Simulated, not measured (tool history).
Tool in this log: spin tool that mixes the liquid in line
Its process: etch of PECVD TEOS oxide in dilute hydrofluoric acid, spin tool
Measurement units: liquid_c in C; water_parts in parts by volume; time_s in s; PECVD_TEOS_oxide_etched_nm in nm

run,hour,liquid_c,water_parts,time_s,PECVD_TEOS_oxide_etched_nm
1,0.0,20.0,160,160,11.626
2,4.6,20.0,160,170,12.359
3,7.2,20.0,160,160,11.571
4,13.3,22.0,160,160,12.430
5,13.9,23.5,130,160,16.675
6,17.1,23.5,80,160,29.200
7,18.5,24.5,70,160,35.394
8,27.4,25.0,65,160,38.385

Predict the results of run 9:
9,34.3,25.5,65,160,?

{"run 9": {"PECVD_TEOS_oxide_etched_nm": 40.284}}

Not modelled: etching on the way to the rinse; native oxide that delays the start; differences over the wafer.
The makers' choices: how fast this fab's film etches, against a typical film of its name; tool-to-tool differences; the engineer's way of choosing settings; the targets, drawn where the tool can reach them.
